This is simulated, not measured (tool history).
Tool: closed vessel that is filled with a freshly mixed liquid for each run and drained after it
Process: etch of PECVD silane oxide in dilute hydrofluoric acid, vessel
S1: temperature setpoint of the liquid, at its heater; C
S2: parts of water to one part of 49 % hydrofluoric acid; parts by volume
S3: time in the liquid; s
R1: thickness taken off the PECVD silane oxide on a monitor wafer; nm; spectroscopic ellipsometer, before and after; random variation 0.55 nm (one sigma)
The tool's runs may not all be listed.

run	hour	S1	S2	S3	R1
1	0	23	130	205	53.933
2	2.7	23	130	205	53.863
3	10.4	21	130	205	49.741
4	17	23	130	205	53.398
5	22.5	24.5	130	205	57.064
6	27.7	24.5	95	205	81.688
7	36.1	24	95	205	79.107
8	37.8	23.5	95	205	77.671
9	40.7	23	95	205	76.514

Forecast run 10:
10	45.1	22.5	95	205	?

Run 10 gave R1 75.319 nm.

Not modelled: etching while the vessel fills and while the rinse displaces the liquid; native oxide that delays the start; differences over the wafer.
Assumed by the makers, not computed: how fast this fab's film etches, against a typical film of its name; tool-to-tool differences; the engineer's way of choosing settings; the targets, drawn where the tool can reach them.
